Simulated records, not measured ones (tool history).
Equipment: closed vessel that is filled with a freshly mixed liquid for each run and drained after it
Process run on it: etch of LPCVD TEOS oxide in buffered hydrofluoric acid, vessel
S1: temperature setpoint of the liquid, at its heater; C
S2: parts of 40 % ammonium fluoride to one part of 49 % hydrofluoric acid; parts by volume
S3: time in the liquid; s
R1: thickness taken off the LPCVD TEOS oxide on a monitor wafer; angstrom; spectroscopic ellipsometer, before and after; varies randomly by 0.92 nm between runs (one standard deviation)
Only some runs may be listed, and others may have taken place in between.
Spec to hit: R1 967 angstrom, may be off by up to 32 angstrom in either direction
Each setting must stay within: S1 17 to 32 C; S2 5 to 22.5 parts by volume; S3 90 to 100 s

{"run": 1, "hour": 0.0, "S1": 24, "S2": 13.5, "S3": 90, "R1": 1790.1}
{"run": 2, "hour": 5.4, "S1": 22.5, "S2": 14.5, "S3": 90, "R1": 1541.6}
{"run": 3, "hour": 6.8, "S1": 22.5, "S2": 14.5, "S3": 100, "R1": 1702.5}
{"run": 4, "hour": 15.3, "S1": 22.5, "S2": 11.5, "S3": 100, "R1": 2141}
{"run": 5, "hour": 21.7, "S1": 22.5, "S2": 13.5, "S3": 100, "R1": 1839.6}
{"run": 6, "hour": 29.2, "S1": 21.5, "S2": 14.5, "S3": 100, "R1": 1597.2}
{"run": 7, "hour": 32.3, "S1": 20.5, "S2": 15, "S3": 100, "R1": 1479.1}
{"run": 8, "hour": 33.2, "S1": 20, "S2": 15.5, "S3": 100, "R1": 1380}
{"run": 9, "hour": 40.6, "S1": 19.5, "S2": 16, "S3": 100, "R1": 1298.9}
{"run": 10, "hour": 43.3, "S1": 19, "S2": 16.5, "S3": 100, "R1": 1256.9}
{"run": 11, "hour": 47.0, "S1": 18.5, "S2": 17, "S3": 100, "R1": 1165.7}
{"run": 12, "hour": 49.9, "S1": 18, "S2": 17.5, "S3": 100, "R1": 1107.1}
{"run": 13, "hour": 54.9, "S1": 18, "S2": 18, "S3": 100, "R1": 1094.8}
{"run": 14, "hour": 58.3, "S1": 18, "S2": 18.5, "S3": 100, "R1": 1052.5}

Of the 4 settings listed for the next run, only one would bring every result within its allowed miss of target. Which one?
{"run": "A", "hour": 61.7, "S1": 23, "S2": 20, "S3": 100, "R1": "?"}
{"run": "B", "hour": 61.7, "S1": 17, "S2": 17, "S3": 90, "R1": "?"}
{"run": "C", "hour": 61.7, "S1": 18, "S2": 16.5, "S3": 95, "R1": "?"}
{"run": "D", "hour": 61.7, "S1": 18, "S2": 17, "S3": 100, "R1": "?"}

move=A R1=1276.5
move=B R1=963.07
move=C R1=1108.4
move=D R1=1132.9
A: the biggest miss grows against the last run
B: every result lands within tolerance
C: the biggest miss grows against the last run
D: the biggest miss grows against the last run
Move B is the one to make.
